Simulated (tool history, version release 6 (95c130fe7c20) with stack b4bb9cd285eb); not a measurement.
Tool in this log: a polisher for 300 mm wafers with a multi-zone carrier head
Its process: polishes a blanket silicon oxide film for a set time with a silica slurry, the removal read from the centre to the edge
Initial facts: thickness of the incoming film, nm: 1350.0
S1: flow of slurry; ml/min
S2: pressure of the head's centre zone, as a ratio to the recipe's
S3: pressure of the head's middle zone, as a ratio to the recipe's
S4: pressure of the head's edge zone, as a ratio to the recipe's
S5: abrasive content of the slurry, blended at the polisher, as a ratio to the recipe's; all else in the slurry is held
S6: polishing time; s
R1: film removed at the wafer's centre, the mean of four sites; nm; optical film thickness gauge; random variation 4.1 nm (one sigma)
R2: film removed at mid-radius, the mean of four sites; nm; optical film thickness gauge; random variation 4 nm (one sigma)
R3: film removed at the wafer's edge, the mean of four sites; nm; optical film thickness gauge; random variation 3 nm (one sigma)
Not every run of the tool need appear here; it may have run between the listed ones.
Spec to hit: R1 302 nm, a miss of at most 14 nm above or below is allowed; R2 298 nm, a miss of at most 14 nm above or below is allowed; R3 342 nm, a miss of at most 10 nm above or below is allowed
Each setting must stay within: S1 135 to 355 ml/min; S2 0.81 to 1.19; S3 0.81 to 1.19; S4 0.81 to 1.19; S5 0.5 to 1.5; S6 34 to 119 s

run 1 day=0 | S1=225 S2=1 S3=1 S4=1 S5=1 S6=76 | R1=262.45 R2=254.51 R3=262.64
run 2 day=0.054 | S1=225 S2=0.93 S3=1 S4=1 S5=1 S6=76 | R1=245.2 R2=251.55 R3=269.93
run 3 day=0.079 | S1=225 S2=0.85 S3=1 S4=1 S5=1 S6=76 | R1=230.25 R2=246.75 R3=264.44
run 4 day=0.175 | S1=230 S2=0.87 S3=1 S4=1.02 S5=1.05 S6=76 | R1=233.8 R2=259.07 R3=273.29
run 5 day=0.533 | S1=200 S2=0.87 S3=1 S4=1.02 S5=1.05 S6=76 | R1=228.22 R2=256.82 R3=266.46
run 6 day=0.771 | S1=215 S2=0.89 S3=0.99 S4=1.03 S5=1.1 S6=76 | R1=245.61 R2=258.09 R3=272.9
run 7 day=1.117 | S1=220 S2=0.88 S3=0.98 S4=1.13 S5=1.35 S6=78 | R1=264.57 R2=288.3 R3=315.53
run 8 day=1.262 | S1=230 S2=0.89 S3=0.98 S4=1.14 S5=1.35 S6=78 | R1=273.03 R2=288.3 R3=321.62

4 next moves are on the table. One of them brings every result within its allowed miss. Which?
run A day=1.408 | S1=255 S2=0.92 S3=0.83 S4=1.14 S5=1.3 S6=84 | R1=? R2=? R3=?
run B day=1.408 | S1=290 S2=0.93 S3=0.95 S4=1.18 S5=1.3 S6=82 | R1=? R2=? R3=?
run C day=1.408 | S1=280 S2=0.94 S3=0.84 S4=1.19 S5=1.4 S6=79 | R1=? R2=? R3=?
run D day=1.408 | S1=225 S2=0.88 S3=1 S4=1.19 S5=1.45 S6=79 | R1=? R2=? R3=?

move=A R1=298.1 R2=275.39 R3=348.58
move=B R1=299.27 R2=301.91 R3=348.49
move=C R1=297.71 R2=271.13 R3=345.32
move=D R1=273.74 R2=304.78 R3=341.64
A: gets the furthest-off result to its target, but another result is out of tolerance
B: in spec on every target
C: gets the furthest-off result to its target, but another result is out of tolerance
D: no nearer and no further than the last run
Answer: B

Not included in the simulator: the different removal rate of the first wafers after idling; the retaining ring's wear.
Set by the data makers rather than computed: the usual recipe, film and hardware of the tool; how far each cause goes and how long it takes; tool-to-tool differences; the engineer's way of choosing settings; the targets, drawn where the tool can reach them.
